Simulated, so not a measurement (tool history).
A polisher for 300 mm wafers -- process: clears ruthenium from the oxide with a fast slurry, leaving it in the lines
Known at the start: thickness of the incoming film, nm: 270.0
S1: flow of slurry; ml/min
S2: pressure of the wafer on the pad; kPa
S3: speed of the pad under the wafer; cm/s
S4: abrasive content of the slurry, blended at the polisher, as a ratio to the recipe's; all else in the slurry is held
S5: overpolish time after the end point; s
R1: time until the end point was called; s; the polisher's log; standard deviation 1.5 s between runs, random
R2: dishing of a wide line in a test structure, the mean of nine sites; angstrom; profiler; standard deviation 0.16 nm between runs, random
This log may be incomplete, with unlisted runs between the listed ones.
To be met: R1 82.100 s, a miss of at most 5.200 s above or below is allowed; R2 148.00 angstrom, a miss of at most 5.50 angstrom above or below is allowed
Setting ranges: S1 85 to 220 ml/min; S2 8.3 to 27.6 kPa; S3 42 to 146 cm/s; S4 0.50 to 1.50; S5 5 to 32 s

run 1 hour=0.0 | S1=140 S2=17.9 S3=94 S4=1.00 S5=16 | R1=84.805 R2=414.25
run 2 hour=3.6 | S1=140 S2=17.9 S3=82 S4=1.00 S5=16 | R1=100.780 R2=371.71
run 3 hour=11.3 | S1=160 S2=17.9 S3=82 S4=1.00 S5=16 | R1=98.875 R2=369.55
run 4 hour=17.0 | S1=160 S2=15.2 S3=82 S4=1.00 S5=16 | R1=109.820 R2=320.53
run 5 hour=21.1 | S1=175 S2=13.8 S3=92 S4=0.90 S5=14 | R1=120.580 R2=270.48
-- hour=22.2 slurry blender recalibrated
run 6 hour=22.2 | S1=190 S2=13.8 S3=92 S4=0.90 S5=14 | R1=89.420 R2=339.34
run 7 hour=26.6 | S1=185 S2=12.4 S3=92 S4=1.05 S5=12 | R1=94.437 R2=300.32
run 8 hour=31.0 | S1=195 S2=11.7 S3=96 S4=0.95 S5=10 | R1=98.879 R2=235.60

Below are 4 possible settings for the next run. Only one of them brings all results inside the allowed miss of their targets. Which is it?
run A hour=35.4 | S1=205 S2=13.1 S3=112 S4=0.85 S5=5 | R1=? R2=?
run B hour=35.4 | S1=205 S2=9.0 S3=84 S4=1.00 S5=8 | R1=? R2=?
run C hour=35.4 | S1=175 S2=10.3 S3=92 S4=1.00 S5=14 | R1=? R2=?
run D hour=35.4 | S1=200 S2=12.4 S3=112 S4=0.80 S5=13 | R1=? R2=?

move=A R1=80.509 R2=146.71
move=B R1=138.780 R2=136.60
move=C R1=112.840 R2=280.77
move=D R1=88.412 R2=327.54
A: each result inside its tolerance
B: takes the biggest miss from the last run beyond its target
C: its largest miss is bigger than the last run's
D: its largest miss is bigger than the last run's
A is the move that brings every result within its allowed miss.
